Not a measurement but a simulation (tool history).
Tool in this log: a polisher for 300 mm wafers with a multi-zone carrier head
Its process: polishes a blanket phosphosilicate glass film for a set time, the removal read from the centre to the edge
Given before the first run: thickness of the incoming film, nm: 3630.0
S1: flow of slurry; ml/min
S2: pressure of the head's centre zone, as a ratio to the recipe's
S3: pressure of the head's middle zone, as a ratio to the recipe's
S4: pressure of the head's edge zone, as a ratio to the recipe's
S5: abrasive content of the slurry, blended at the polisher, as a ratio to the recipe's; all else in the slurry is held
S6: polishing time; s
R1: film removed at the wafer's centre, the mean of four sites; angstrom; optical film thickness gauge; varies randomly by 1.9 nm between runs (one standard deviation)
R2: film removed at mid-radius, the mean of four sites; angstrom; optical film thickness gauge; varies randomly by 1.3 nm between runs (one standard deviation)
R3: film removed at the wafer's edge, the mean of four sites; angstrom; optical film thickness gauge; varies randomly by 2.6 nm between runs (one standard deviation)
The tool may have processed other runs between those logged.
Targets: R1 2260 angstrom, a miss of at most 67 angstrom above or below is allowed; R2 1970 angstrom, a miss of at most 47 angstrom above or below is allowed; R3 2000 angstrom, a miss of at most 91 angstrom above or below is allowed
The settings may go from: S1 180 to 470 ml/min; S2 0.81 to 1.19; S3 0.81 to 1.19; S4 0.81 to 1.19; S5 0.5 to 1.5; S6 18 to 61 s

| run | hour | S1 | S2 | S3 | S4 | S5 | S6 | R1 | R2 | R3 |
|---|---|---|---|---|---|---|---|---|---|---|
| 1 | 0 | 300 | 1 | 1 | 1 | 1 | 39 | 3127.5 | 3060.1 | 3159.4 |
| 2 | 5.4 | 305 | 1.01 | 0.98 | 0.96 | 0.9 | 38 | 2954.2 | 2809.1 | 2889.1 |
| 3 | 6.1 | 305 | 1.02 | 0.96 | 0.93 | 0.8 | 37 | 2718.5 | 2569.4 | 2705.5 |
| 4 | 7.4 | 315 | 1.05 | 0.96 | 0.91 | 0.75 | 35 | 2601.7 | 2344 | 2427.9 |
| 5 | 9.2 | 315 | 1.05 | 0.96 | 0.91 | 0.75 | 41 | 2949.4 | 2775.7 | 2872.2 |
| 6 | 14.9 | 320 | 1.06 | 0.96 | 0.9 | 0.7 | 39 | 2737 | 2500 | 2537.9 |
| 7 | 23 | 320 | 1.06 | 0.96 | 0.9 | 0.7 | 39 | 2785 | 2543.1 | 2601.2 |
| 8 | 26.9 | 325 | 1.07 | 0.96 | 0.89 | 0.65 | 38 | 2598.8 | 2351.2 | 2431.7 |
| 9 | 29.3 | 320 | 1.12 | 0.96 | 0.81 | 0.5 | 35 | 2182.2 | 1915.9 | 1889.3 |
| 10 | 37.2 | 325 | 1.12 | 0.96 | 0.82 | 0.5 | 35 | 2232.3 | 1899.6 | 1907.8 |
| 11 | 46 | 330 | 1.11 | 0.96 | 0.83 | 0.5 | 35 | 2213.4 | 1916 | 1906.8 |
| 12 | 47 | 330 | 1.11 | 0.96 | 0.84 | 0.5 | 35 | 2195.7 | 1880.3 | 1917.3 |
| 13 | 51.6 | 330 | 1.11 | 0.97 | 0.85 | 0.5 | 35 | 2197 | 1902.7 | 1944.3 |
| 14 | 53.4 | 330 | 1.11 | 0.98 | 0.86 | 0.5 | 35 | 2194.4 | 1922.7 | 1955.6 |

Which one of the following 4 next-run settings gets every result inside its allowed miss? There is exactly one.
| A | 55.2 | 410 | 1.13 | 0.99 | 0.92 | 0.5 | 35 | ? | ? | ? |
| B | 55.2 | 255 | 1.16 | 0.97 | 0.97 | 0.5 | 35 | ? | ? | ? |
| C | 55.2 | 330 | 1.16 | 0.86 | 1.05 | 0.55 | 35 | ? | ? | ? |
| D | 55.2 | 220 | 1.11 | 0.97 | 1.06 | 0.55 | 35 | ? | ? | ? |

| move | R1 | R2 | R3 |
|---|---|---|---|
| A | 2262.6 | 1986.9 | 1989.2 |
| B | 2242.5 | 1891.7 | 1973.4 |
| C | 2411.1 | 1837.8 | 2167 |
| D | 2234.7 | 1973.5 | 2122.9 |
A: each result inside its tolerance
B: moves away from the targets compared with the last run
C: moves away from the targets compared with the last run
D: puts the biggest miss on target and leaves a different result outside tolerance
The move that meets every target is A.
